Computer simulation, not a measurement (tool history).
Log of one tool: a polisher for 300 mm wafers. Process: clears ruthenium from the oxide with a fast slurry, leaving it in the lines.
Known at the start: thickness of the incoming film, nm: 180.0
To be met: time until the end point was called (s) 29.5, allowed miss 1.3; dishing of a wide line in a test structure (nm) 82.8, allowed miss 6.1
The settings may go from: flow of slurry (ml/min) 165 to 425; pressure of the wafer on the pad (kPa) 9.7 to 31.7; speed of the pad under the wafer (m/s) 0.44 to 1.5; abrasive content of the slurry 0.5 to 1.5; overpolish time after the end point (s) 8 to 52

| run | hour | flow of slurry (ml/min) | pressure of the wafer on the pad (kPa) | speed of the pad under the wafer (m/s) | abrasive content of the slurry | overpolish time after the end point (s) | time until the end point was called (s) | dishing of a wide line in a test structure (nm) |
|---|---|---|---|---|---|---|---|---|
| 1 | 0 | 275 | 20.7 | 0.96 | 1 | 26 | 40.79 | 85.817 |
| 2 | 5 | 275 | 22.1 | 0.96 | 1 | 24 | 37.962 | 84.987 |
| 3 | 13.5 | 275 | 22.8 | 0.96 | 1 | 23 | 36.684 | 85.662 |
| 4 | 16 | 275 | 23.4 | 0.96 | 1 | 22 | 35.232 | 88.379 |
| 5 | 21 | 275 | 23.4 | 0.86 | 1 | 22 | 37.933 | 80.411 |
| 6 | 26.4 | 275 | 24.1 | 0.86 | 1 | 21 | 37.1 | 78.024 |
| 7 | 29.8 | 275 | 24.8 | 0.86 | 1 | 20 | 35.841 | 75.096 |
| 8 | 34 | 275 | 25.5 | 0.86 | 1 | 20 | 34.804 | 79.225 |
|  | 41.5 | head pressure recalibrated |
| 9 | 41.5 | 275 | 26.2 | 0.86 | 1 | 19 | 31.82 | 83.254 |

4 next moves are on the table. One of them brings every result within its allowed miss. Which?
| A | 49 | 295 | 22.8 | 0.62 | 1.2 | 26 | ? | ? |
| B | 49 | 280 | 27.6 | 0.96 | 1.1 | 16 | ? | ? |
| C | 49 | 325 | 24.8 | 1 | 1 | 18 | ? | ? |
| D | 49 | 325 | 27.6 | 1.1 | 0.9 | 21 | ? | ? |

| move | time until the end point was called (s) | dishing of a wide line in a test structure (nm) |
|---|---|---|
| A | 37.492 | 92.538 |
| B | 25.858 | 84.153 |
| C | 29.3 | 83.646 |
| D | 26.916 | 101.85 |
A: further off than the last run
B: takes the result that was furthest off past its target
C: meets every target
D: takes the result that was furthest off past its target
Answer: C
